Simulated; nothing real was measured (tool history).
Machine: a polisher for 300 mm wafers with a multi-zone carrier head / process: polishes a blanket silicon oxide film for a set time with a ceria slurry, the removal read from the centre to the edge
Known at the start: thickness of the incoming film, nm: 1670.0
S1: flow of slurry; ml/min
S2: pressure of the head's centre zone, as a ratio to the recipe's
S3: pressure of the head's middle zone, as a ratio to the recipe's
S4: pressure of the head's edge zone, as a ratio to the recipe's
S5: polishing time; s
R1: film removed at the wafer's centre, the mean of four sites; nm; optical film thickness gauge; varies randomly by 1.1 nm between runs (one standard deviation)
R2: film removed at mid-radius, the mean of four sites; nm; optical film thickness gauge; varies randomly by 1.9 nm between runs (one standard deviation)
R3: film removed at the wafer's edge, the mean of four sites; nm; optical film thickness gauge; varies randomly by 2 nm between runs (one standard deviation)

| run | hour | S1 | S2 | S3 | S4 | S5 | R1 | R2 | R3 |
|---|---|---|---|---|---|---|---|---|---|
| 1 | 0.0 | 300 | 1.00 | 1.00 | 1.00 | 66 | 191.13 | 192.51 | 191.12 |
| 2 | 5.6 | 300 | 1.00 | 1.00 | 1.00 | 50 | 144.01 | 142.61 | 145.25 |
| 3 | 9.5 | 300 | 0.96 | 1.01 | 1.05 | 54 | 149.26 | 157.51 | 160.82 |
| 4 | 13.8 | 300 | 0.96 | 1.01 | 0.98 | 54 | 148.59 | 158.22 | 154.70 |
| 5 | 14.9 | 305 | 0.93 | 1.01 | 1.04 | 57 | 153.15 | 167.45 | 168.11 |
| 6 | 20.0 | 305 | 0.93 | 1.01 | 1.00 | 57 | 152.32 | 167.92 | 165.31 |
|  | 21.5 | worn pad replaced by a new one |
| 7 | 21.5 | 315 | 0.91 | 1.01 | 1.06 | 59 | 164.32 | 184.43 | 185.62 |
| 8 | 24.1 | 290 | 0.81 | 0.96 | 1.14 | 58 | 142.15 | 170.59 | 189.21 |
| 9 | 29.4 | 290 | 0.81 | 0.96 | 1.14 | 58 | 140.74 | 173.01 | 189.57 |
| 10 | 33.3 | 325 | 0.82 | 0.97 | 1.15 | 58 | 145.51 | 172.16 | 190.61 |

Run 11, settings as shown, results not yet in. Your forecast:
| 11 | 40.9 | 340 | 0.83 | 0.99 | 1.16 | 58 | ? | ? | ? |

R1: 145.68 nm
R2: 179.35 nm
R3: 192.00 nm
